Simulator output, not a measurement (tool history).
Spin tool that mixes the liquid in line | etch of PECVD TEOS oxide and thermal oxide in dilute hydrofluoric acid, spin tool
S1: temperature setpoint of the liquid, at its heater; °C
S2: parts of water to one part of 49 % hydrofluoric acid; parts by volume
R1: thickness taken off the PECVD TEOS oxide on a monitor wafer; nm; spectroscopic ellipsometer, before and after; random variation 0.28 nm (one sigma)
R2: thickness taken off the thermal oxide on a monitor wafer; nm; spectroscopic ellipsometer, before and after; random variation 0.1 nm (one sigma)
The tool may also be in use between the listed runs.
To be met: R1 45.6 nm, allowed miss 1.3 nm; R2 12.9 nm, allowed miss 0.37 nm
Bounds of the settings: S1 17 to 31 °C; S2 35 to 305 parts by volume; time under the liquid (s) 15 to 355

run 1 day=0 | S1=23 S2=170 time_under_the_liquid_(s)=180 | R1=16.204 R2=4.5313
run 2 day=0.083 | S1=21 S2=170 time_under_the_liquid_(s)=180 | R1=15.109 R2=4.2229
run 3 day=0.225 | S1=23 S2=145 time_under_the_liquid_(s)=180 | R1=19.758 R2=5.5233
run 4 day=0.433 | S1=23 S2=145 time_under_the_liquid_(s)=240 | R1=25.879 R2=7.5755
run 5 day=0.492 | S1=25 S2=135 time_under_the_liquid_(s)=240 | R1=30.934 R2=8.6832
run 6 day=0.683 | S1=25 S2=135 time_under_the_liquid_(s)=205 | R1=26.29 R2=7.3985
run 7 day=0.75 | S1=26 S2=125 time_under_the_liquid_(s)=205 | R1=30.045 R2=8.3578
run 8 day=0.833 | S1=30 S2=85 time_under_the_liquid_(s)=205 | R1=54.168 R2=15.237
run 9 day=1.208 | S1=27 S2=85 time_under_the_liquid_(s)=205 | R1=48.007 R2=13.4
run 10 day=1.504 | S1=26.5 S2=85 time_under_the_liquid_(s)=205 | R1=47.16 R2=13.368

Which of these 4 next moves meets every target?
run A day=1.8 | S1=27 S2=100 time_under_the_liquid_(s)=260 | R1=? R2=?
run B day=1.8 | S1=20.5 S2=65 time_under_the_liquid_(s)=200 | R1=? R2=?
run C day=1.8 | S1=28 S2=85 time_under_the_liquid_(s)=185 | R1=? R2=?
run D day=1.8 | S1=30 S2=35 time_under_the_liquid_(s)=70 | R1=? R2=?

move=A R1=50.481 R2=14.533
move=B R1=48.064 R2=13.837
move=C R1=44.819 R2=12.903
move=D R1=47.958 R2=13.807
A: further off than the last run
B: further off than the last run
C: meets every target
D: further off than the last run
Answer: C
